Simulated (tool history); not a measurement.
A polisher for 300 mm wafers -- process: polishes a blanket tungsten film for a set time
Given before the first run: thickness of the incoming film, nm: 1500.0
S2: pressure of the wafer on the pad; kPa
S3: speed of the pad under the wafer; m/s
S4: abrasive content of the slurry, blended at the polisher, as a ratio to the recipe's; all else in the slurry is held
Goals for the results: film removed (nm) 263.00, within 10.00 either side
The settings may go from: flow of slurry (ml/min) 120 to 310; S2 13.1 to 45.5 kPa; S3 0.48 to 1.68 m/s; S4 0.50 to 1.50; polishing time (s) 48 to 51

{"run": 1, "hour": 0.0, "flow of slurry (ml/min)": 200, "S2": 29.0, "S3": 1.08, "S4": 1.0, "polishing time (s)": 48, "film removed (nm)": 291.05}
{"run": 2, "hour": 5.7, "flow of slurry (ml/min)": 200, "S2": 28.3, "S3": 1.08, "S4": 1.0, "polishing time (s)": 48, "film removed (nm)": 286.98}
{"run": 3, "hour": 14.6, "flow of slurry (ml/min)": 200, "S2": 27.6, "S3": 1.08, "S4": 1.0, "polishing time (s)": 48, "film removed (nm)": 282.65}
{"run": 4, "hour": 20.0, "flow of slurry (ml/min)": 200, "S2": 27.6, "S3": 1.28, "S4": 1.0, "polishing time (s)": 48, "film removed (nm)": 320.26}
{"run": 5, "hour": 21.7, "flow of slurry (ml/min)": 200, "S2": 27.6, "S3": 1.5, "S4": 1.0, "polishing time (s)": 48, "film removed (nm)": 355.15}
{"run": 6, "hour": 24.1, "flow of slurry (ml/min)": 200, "S2": 27.6, "S3": 1.68, "S4": 1.0, "polishing time (s)": 48, "film removed (nm)": 387.79}
{"run": 7, "hour": 30.1, "flow of slurry (ml/min)": 200, "S2": 25.5, "S3": 1.68, "S4": 1.0, "polishing time (s)": 48, "film removed (nm)": 374.31}
{"run": 8, "hour": 36.2, "flow of slurry (ml/min)": 200, "S2": 23.4, "S3": 1.68, "S4": 1.0, "polishing time (s)": 48, "film removed (nm)": 334.83}
{"run": 9, "hour": 37.6, "flow of slurry (ml/min)": 200, "S2": 22.1, "S3": 1.68, "S4": 1.0, "polishing time (s)": 48, "film removed (nm)": 327.63}
{"run": 10, "hour": 42.7, "flow of slurry (ml/min)": 200, "S2": 20.7, "S3": 1.68, "S4": 1.0, "polishing time (s)": 48, "film removed (nm)": 311.66}
{"run": 11, "hour": 48.0, "flow of slurry (ml/min)": 200, "S2": 20.0, "S3": 1.68, "S4": 1.0, "polishing time (s)": 48, "film removed (nm)": 296.18}
{"run": 12, "hour": 56.7, "flow of slurry (ml/min)": 200, "S2": 19.3, "S3": 1.68, "S4": 1.0, "polishing time (s)": 48, "film removed (nm)": 290.94}
{"run": 13, "hour": 64.6, "flow of slurry (ml/min)": 200, "S2": 18.6, "S3": 1.68, "S4": 1.0, "polishing time (s)": 48, "film removed (nm)": 282.13}

Consider the 4 candidate settings below. Which is the only one whose results all fall within their allowed miss of target?
{"run": "A", "hour": 72.5, "flow of slurry (ml/min)": 210, "S2": 17.9, "S3": 1.6, "S4": 1.05, "polishing time (s)": 48, "film removed (nm)": "?"}
{"run": "B", "hour": 72.5, "flow of slurry (ml/min)": 200, "S2": 20.7, "S3": 1.26, "S4": 0.85, "polishing time (s)": 48, "film removed (nm)": "?"}
{"run": "C", "hour": 72.5, "flow of slurry (ml/min)": 145, "S2": 20.0, "S3": 1.68, "S4": 1.4, "polishing time (s)": 51, "film removed (nm)": "?"}
{"run": "D", "hour": 72.5, "flow of slurry (ml/min)": 240, "S2": 15.2, "S3": 1.54, "S4": 0.95, "polishing time (s)": 50, "film removed (nm)": "?"}

move=A film_removed_(nm)=265.35
move=B film_removed_(nm)=236.04
move=C film_removed_(nm)=319.88
move=D film_removed_(nm)=233.51
A: hits every target within its allowed miss
B: carries the result that was furthest off beyond its target, to the other side
C: moves away from the targets compared with the last run
D: carries the result that was furthest off beyond its target, to the other side
Move A is the one to make.
